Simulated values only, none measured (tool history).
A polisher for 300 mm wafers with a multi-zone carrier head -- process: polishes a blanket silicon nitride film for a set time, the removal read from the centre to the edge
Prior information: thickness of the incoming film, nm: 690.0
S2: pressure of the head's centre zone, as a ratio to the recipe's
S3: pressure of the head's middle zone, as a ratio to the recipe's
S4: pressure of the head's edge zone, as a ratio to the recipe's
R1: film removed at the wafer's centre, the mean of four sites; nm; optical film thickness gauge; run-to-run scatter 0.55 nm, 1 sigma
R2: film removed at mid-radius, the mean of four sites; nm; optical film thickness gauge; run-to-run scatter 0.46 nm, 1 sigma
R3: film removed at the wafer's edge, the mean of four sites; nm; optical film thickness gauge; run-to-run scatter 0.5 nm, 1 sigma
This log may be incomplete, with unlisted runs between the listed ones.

{"run": 1, "hour": 0.0, "flow of slurry (ml/min)": 235, "S2": 1.0, "S3": 1.0, "S4": 1.0, "polishing time (s)": 32, "R1": 61.419, "R2": 57.614, "R3": 58.08}
{"run": 2, "hour": 7.0, "flow of slurry (ml/min)": 235, "S2": 1.0, "S3": 0.99, "S4": 0.97, "polishing time (s)": 30, "R1": 56.515, "R2": 55.661, "R3": 55.3}
{"run": 3, "hour": 9.7, "flow of slurry (ml/min)": 255, "S2": 1.0, "S3": 0.99, "S4": 0.97, "polishing time (s)": 30, "R1": 58.007, "R2": 54.87, "R3": 54.953}
{"run": 4, "hour": 16.9, "flow of slurry (ml/min)": 255, "S2": 0.95, "S3": 0.99, "S4": 0.97, "polishing time (s)": 30, "R1": 54.198, "R2": 54.398, "R3": 55.393}
{"run": 5, "hour": 17.7, "flow of slurry (ml/min)": 305, "S2": 0.95, "S3": 0.99, "S4": 0.97, "polishing time (s)": 30, "R1": 55.233, "R2": 56.023, "R3": 55.339}
{"run": 6, "hour": 21.8, "flow of slurry (ml/min)": 305, "S2": 0.95, "S3": 0.94, "S4": 0.97, "polishing time (s)": 30, "R1": 54.629, "R2": 53.11, "R3": 56.314}
{"run": 7, "hour": 24.8, "flow of slurry (ml/min)": 310, "S2": 0.98, "S3": 0.94, "S4": 0.96, "polishing time (s)": 28, "R1": 52.655, "R2": 50.171, "R3": 52.161}
{"run": 8, "hour": 31.6, "flow of slurry (ml/min)": 315, "S2": 1.0, "S3": 0.94, "S4": 0.95, "polishing time (s)": 27, "R1": 53.246, "R2": 49.243, "R3": 50.084}
{"run": 9, "hour": 35.6, "flow of slurry (ml/min)": 320, "S2": 1.01, "S3": 0.93, "S4": 0.93, "polishing time (s)": 26, "R1": 50.994, "R2": 46.776, "R3": 48.213}

Run 10 is up next; what results do you expect?
{"run": 10, "hour": 39.8, "flow of slurry (ml/min)": 320, "S2": 1.02, "S3": 0.93, "S4": 0.91, "polishing time (s)": 25, "R1": "?", "R2": "?", "R3": "?"}

Run 10 measured R1 49.656 nm, R2 44.835 nm, R3 45.390 nm.
